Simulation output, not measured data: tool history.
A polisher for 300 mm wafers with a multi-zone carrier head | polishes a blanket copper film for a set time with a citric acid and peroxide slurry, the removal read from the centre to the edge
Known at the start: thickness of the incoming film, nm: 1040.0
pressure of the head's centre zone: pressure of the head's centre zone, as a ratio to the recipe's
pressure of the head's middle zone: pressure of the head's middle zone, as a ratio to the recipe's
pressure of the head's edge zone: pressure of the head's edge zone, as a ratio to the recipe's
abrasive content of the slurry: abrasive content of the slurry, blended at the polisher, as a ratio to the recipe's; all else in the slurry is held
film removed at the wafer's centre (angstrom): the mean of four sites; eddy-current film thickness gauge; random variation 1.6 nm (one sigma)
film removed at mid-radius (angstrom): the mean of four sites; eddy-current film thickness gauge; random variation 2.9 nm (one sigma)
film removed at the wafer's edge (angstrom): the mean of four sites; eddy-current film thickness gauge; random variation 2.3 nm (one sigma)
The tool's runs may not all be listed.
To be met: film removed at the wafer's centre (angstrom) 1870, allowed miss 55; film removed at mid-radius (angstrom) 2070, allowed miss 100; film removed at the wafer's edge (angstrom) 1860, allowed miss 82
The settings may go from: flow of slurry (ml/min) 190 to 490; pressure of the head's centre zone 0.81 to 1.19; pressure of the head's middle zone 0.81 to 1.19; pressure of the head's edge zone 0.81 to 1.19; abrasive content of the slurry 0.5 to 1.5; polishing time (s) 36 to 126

| run | day | flow of slurry (ml/min) | pressure of the head's centre zone | pressure of the head's middle zone | pressure of the head's edge zone | abrasive content of the slurry | polishing time (s) | film removed at the wafer's centre (angstrom) | film removed at mid-radius (angstrom) | film removed at the wafer's edge (angstrom) |
|---|---|---|---|---|---|---|---|---|---|---|
| 1 | 0 | 315 | 1 | 1 | 1 | 1 | 81 | 1643.4 | 1553.3 | 1601.8 |
| 2 | 0.258 | 315 | 1 | 0.94 | 1 | 1 | 81 | 1631.1 | 1557.6 | 1618 |
| 3 | 0.333 | 315 | 1 | 0.94 | 1 | 1 | 62 | 1254.9 | 1181 | 1211.9 |
| 4 | 0.6 | 320 | 0.98 | 0.98 | 0.98 | 1.1 | 68 | 1376.2 | 1309.8 | 1337.6 |
| 5 | 0.642 | 325 | 0.95 | 1.03 | 0.94 | 1.15 | 74 | 1447.9 | 1515.4 | 1458.6 |
| 6 | 0.75 | 330 | 0.95 | 1.05 | 0.93 | 1.2 | 77 | 1517.9 | 1630.5 | 1513.7 |
| 7 | 0.95 | 335 | 0.96 | 1.07 | 0.95 | 1.25 | 79 | 1590.1 | 1735.8 | 1591.7 |
| 8 | 1.079 | 335 | 0.98 | 1.08 | 0.98 | 1.3 | 80 | 1662.8 | 1754.9 | 1642.7 |
| 9 | 1.412 | 340 | 0.98 | 1.1 | 0.99 | 1.35 | 81 | 1681.6 | 1804.1 | 1672.5 |
| 10 | 1.442 | 340 | 0.98 | 1.11 | 0.99 | 1.4 | 82 | 1699.9 | 1829.9 | 1725.1 |
| 11 | 1.754 | 340 | 0.98 | 1.11 | 0.99 | 1.4 | 82 | 1716.8 | 1789.1 | 1699.9 |

5 next moves are on the table. One of them brings every result within its allowed miss. Which?
| A | 2.067 | 390 | 1.01 | 1.19 | 0.82 | 1.25 | 88 | ? | ? | ? |
| B | 2.067 | 365 | 0.95 | 1.19 | 0.87 | 1.2 | 88 | ? | ? | ? |
| C | 2.067 | 360 | 0.96 | 1.12 | 0.95 | 1.4 | 91 | ? | ? | ? |
| D | 2.067 | 330 | 1.01 | 1.19 | 0.82 | 1.3 | 88 | ? | ? | ? |
| E | 2.067 | 360 | 1.01 | 1.19 | 0.84 | 0.9 | 92 | ? | ? | ? |

| move | film removed at the wafer's centre (angstrom) | film removed at mid-radius (angstrom) | film removed at the wafer's edge (angstrom) |
|---|---|---|---|
| A | 1878.9 | 2030.7 | 1627.2 |
| B | 1747.4 | 2010.1 | 1654.8 |
| C | 1869.5 | 2036.9 | 1827.1 |
| D | 1869.3 | 2022.5 | 1624.5 |
| E | 1860 | 2011.2 | 1630.7 |
A: brings the result that was furthest off to its target, and leaves another outside
B: brings the result that was furthest off to its target, and leaves another outside
C: meets every target
D: brings the result that was furthest off to its target, and leaves another outside
E: brings the result that was furthest off to its target, and leaves another outside
The right move is C.
